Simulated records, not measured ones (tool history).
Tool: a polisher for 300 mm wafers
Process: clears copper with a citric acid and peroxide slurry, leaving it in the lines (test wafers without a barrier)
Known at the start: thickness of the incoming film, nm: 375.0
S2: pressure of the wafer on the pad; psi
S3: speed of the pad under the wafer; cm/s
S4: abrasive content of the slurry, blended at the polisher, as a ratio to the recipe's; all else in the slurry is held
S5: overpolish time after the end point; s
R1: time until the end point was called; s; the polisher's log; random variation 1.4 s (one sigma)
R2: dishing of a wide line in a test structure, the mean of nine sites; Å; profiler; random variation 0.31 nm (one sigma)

{"run": 1, "hour": 0.0, "flow of slurry (ml/min)": 255, "S2": 3.2, "S3": 138, "S4": 1, "S5": 18, "R1": 128.66, "R2": 391.74}
{"run": 2, "hour": 2.2, "flow of slurry (ml/min)": 255, "S2": 3.2, "S3": 138, "S4": 0.85, "S5": 18, "R1": 128.12, "R2": 391.9}
{"run": 3, "hour": 3.5, "flow of slurry (ml/min)": 255, "S2": 3.2, "S3": 138, "S4": 0.85, "S5": 12, "R1": 134.25, "R2": 269.16}
{"run": 4, "hour": 11.3, "flow of slurry (ml/min)": 255, "S2": 2.5, "S3": 138, "S4": 0.85, "S5": 12, "R1": 161.12, "R2": 222.62}
{"run": 5, "hour": 12.8, "flow of slurry (ml/min)": 255, "S2": 3, "S3": 144, "S4": 0.75, "S5": 10, "R1": 137.91, "R2": 224.52}
{"run": 6, "hour": 17.5, "flow of slurry (ml/min)": 320, "S2": 3, "S3": 144, "S4": 0.75, "S5": 10, "R1": 132.98, "R2": 223.52}

Run 7 comes next. What will it give?
{"run": 7, "hour": 25.3, "flow of slurry (ml/min)": 325, "S2": 3.3, "S3": 146, "S4": 0.7, "S5": 9, "R1": "?", "R2": "?"}

{"run 7": {"R1": 122.78, "R2": 217.56}}

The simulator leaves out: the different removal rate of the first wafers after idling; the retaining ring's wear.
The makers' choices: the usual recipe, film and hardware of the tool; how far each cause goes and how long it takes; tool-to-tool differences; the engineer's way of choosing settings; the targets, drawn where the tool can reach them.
